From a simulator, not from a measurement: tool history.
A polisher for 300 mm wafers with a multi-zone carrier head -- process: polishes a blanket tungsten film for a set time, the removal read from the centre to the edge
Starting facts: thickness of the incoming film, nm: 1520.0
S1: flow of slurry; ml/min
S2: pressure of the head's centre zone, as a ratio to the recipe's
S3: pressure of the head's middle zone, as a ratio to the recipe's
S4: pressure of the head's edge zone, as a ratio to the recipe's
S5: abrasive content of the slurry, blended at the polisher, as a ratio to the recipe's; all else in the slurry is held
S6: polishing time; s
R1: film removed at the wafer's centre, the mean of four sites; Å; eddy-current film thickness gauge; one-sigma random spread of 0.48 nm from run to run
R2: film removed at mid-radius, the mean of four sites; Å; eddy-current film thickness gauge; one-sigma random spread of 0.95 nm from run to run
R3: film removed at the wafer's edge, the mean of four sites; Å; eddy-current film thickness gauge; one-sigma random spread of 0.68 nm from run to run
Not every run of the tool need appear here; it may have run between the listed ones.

run	hour	S1	S2	S3	S4	S5	S6	R1	R2	R3
1	0.0	130	1.00	1.00	1.00	1.00	50	1334.60	1417.30	1347.50
2	4.8	125	0.97	1.00	0.95	0.85	45	1151.80	1225.10	1164.60
3	9.2	125	0.92	1.00	0.95	0.85	45	1098.10	1229.10	1169.10
4	14.4	125	0.92	1.00	0.95	0.85	36	874.36	968.17	944.79
5	22.5	125	0.92	1.00	0.95	0.85	27	664.77	748.41	692.87
6	28.7	125	0.92	1.00	0.95	0.65	27	635.22	698.24	674.64
7	31.8	140	0.92	1.02	0.96	0.70	27	671.05	749.72	691.94
8	37.0	150	0.91	1.03	0.98	0.75	27	670.64	780.19	727.47
9	40.4	160	0.91	1.04	0.98	0.75	27	679.35	772.90	726.05
10	46.9	165	0.91	1.06	0.98	0.75	27	681.42	801.89	725.44

Run 11 has not been measured yet. What should we expect?
11	53.4	170	0.91	1.07	0.99	0.75	27	?	?	?

R1: 689.10 Å
R2: 809.89 Å
R3: 728.87 Å

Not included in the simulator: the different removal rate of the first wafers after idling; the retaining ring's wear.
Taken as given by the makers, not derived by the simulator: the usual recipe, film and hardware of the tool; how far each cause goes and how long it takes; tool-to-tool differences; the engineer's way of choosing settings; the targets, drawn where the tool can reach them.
